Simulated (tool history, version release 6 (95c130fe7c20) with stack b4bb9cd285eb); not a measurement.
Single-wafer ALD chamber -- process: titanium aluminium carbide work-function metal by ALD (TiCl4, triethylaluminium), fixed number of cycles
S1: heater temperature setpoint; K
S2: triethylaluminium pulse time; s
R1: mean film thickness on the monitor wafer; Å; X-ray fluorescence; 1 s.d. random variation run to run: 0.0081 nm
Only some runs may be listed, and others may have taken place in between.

run  hour      S1    S2      R1
  1     0  573.15  7.83  18.481
  2   7.5  571.15  7.73  18.301
  3  10.5  577.15  7.73    18.7
  4    19  577.15  9.55  19.483
  5  19.7  574.15  9.24  19.121
  6  28.7  582.15  9.24  19.845

The next listed run, before its measurement:
  7  30.6  570.15  7.77   ?

Run 7 came out at R1 18.207 Å.
